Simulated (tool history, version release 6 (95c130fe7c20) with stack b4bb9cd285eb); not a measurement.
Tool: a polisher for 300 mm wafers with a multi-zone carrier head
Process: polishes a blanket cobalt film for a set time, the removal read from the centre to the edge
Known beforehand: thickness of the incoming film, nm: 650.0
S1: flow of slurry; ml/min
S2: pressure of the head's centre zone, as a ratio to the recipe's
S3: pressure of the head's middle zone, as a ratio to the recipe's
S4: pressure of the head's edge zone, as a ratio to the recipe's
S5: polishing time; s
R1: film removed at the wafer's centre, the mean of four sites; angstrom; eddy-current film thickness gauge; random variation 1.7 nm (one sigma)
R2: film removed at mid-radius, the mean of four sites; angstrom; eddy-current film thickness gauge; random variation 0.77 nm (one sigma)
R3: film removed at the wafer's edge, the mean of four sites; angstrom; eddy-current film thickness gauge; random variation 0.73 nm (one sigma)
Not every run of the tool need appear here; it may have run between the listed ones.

run	hour	S1	S2	S3	S4	S5	R1	R2	R3
1	0.0	240	1.00	1.00	1.00	37	2129.7	2224.8	2144.1
2	2.1	210	1.00	1.00	1.00	37	2160.7	2192.3	2130.2
3	7.9	205	0.98	0.96	0.98	33	1839.8	1907.8	1869.3
4	14.0	205	0.98	0.96	1.06	33	1858.7	1866.0	1930.7
5	17.6	205	0.98	0.96	1.06	29	1616.6	1663.1	1691.7
6	21.5	205	0.98	0.96	1.06	37	2078.8	2129.7	2182.2

Run 7 comes next. What will it give?
7	30.4	200	0.98	0.94	1.05	33	?	?	?

For run 7 the tool returned R1 1810.2 angstrom, R2 1853.5 angstrom, R3 1925.8 angstrom.

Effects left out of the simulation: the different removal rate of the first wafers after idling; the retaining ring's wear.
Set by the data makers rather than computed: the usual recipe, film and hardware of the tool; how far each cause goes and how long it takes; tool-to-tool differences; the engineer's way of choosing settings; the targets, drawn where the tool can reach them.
